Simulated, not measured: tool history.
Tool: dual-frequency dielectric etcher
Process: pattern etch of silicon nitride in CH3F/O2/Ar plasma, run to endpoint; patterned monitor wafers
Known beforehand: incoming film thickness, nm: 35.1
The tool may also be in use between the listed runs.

run,hour,source power (kW),bias power (kW),endpoint time (s)
1,0,0.29,0.066,64.741
2,8.8,0.29,0.055,69.825
3,10.8,0.29,0.05,73.151
4,16.7,0.29,0.04,80.673
5,18.4,0.29,0.044,76.944
6,26.5,0.29,0.05,73.102
7,33.5,0.3,0.052,70.269

Run 8 comes next. What will it give?
8,36.7,0.36,0.059,?

{"run 8": {"endpoint time (s)": 64.929}}

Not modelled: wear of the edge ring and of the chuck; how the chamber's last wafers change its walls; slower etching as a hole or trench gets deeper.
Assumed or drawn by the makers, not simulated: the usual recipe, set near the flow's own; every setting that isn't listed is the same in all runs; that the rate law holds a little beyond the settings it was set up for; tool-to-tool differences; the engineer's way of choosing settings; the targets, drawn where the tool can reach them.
